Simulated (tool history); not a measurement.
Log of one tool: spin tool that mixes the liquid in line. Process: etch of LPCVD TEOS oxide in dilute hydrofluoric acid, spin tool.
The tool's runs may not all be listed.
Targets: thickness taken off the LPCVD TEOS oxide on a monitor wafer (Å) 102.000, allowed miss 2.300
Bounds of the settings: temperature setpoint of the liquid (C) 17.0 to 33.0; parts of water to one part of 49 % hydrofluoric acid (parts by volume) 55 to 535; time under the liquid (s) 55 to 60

run	hour	temperature setpoint of the liquid (C)	parts of water to one part of 49 % hydrofluoric acid (parts by volume)	time under the liquid (s)	thickness taken off the LPCVD TEOS oxide on a monitor wafer (Å)
1	0.0	25.0	295	55	83.860
2	6.3	25.0	190	55	146.970
3	12.6	27.0	190	55	155.240
4	13.2	26.0	195	55	146.700
5	19.8	25.0	195	55	140.220
6	21.5	27.5	195	55	155.830
7	28.4	26.0	195	55	146.360
8	30.8	25.0	195	55	142.120
9	31.6	25.0	195	55	141.410
10	32.9	24.0	195	55	136.750
11	41.5	23.0	195	55	130.370
12	45.3	22.5	195	55	128.750
13	52.3	22.0	195	55	127.130
14	54.4	18.0	215	55	96.240

Which of these 4 next moves meets every target?
A	56.5	23.5	270	55	?
B	56.5	19.0	240	55	?
C	56.5	19.0	255	60	?
D	56.5	21.0	225	55	?

move	thickness taken off the LPCVD TEOS oxide on a monitor wafer (Å)
A	89.136
B	87.949
C	89.004
D	102.520
A: further off than the last run
B: further off than the last run
C: further off than the last run
D: meets every target
Answer: D
